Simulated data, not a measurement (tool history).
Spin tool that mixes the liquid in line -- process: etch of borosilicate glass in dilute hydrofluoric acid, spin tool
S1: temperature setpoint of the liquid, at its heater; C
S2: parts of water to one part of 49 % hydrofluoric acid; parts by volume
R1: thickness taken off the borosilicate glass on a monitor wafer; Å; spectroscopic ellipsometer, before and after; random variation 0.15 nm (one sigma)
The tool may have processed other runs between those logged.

run 1 hour=0.0 | S1=24.0 S2=265 time_under_the_liquid_(s)=70 | R1=62.427
run 2 hour=7.8 | S1=24.0 S2=340 time_under_the_liquid_(s)=70 | R1=44.522
run 3 hour=9.8 | S1=27.5 S2=340 time_under_the_liquid_(s)=70 | R1=49.954
run 4 hour=12.5 | S1=28.5 S2=290 time_under_the_liquid_(s)=70 | R1=63.777
run 5 hour=13.4 | S1=30.5 S2=290 time_under_the_liquid_(s)=70 | R1=68.705
run 6 hour=21.3 | S1=31.0 S2=250 time_under_the_liquid_(s)=70 | R1=84.859
run 7 hour=27.9 | S1=31.0 S2=220 time_under_the_liquid_(s)=70 | R1=99.628
run 8 hour=34.9 | S1=31.0 S2=200 time_under_the_liquid_(s)=70 | R1=110.880
run 9 hour=38.7 | S1=31.0 S2=185 time_under_the_liquid_(s)=70 | R1=123.990
run 10 hour=41.9 | S1=31.0 S2=175 time_under_the_liquid_(s)=70 | R1=132.310
run 11 hour=49.0 | S1=31.0 S2=165 time_under_the_liquid_(s)=70 | R1=143.930
run 12 hour=51.5 | S1=31.0 S2=160 time_under_the_liquid_(s)=70 | R1=145.240

What does the tool deliver on the next run?
run 13 hour=56.8 | S1=31.0 S2=155 time_under_the_liquid_(s)=70 | R1=?

{"run 13": {"R1": 155.68}}
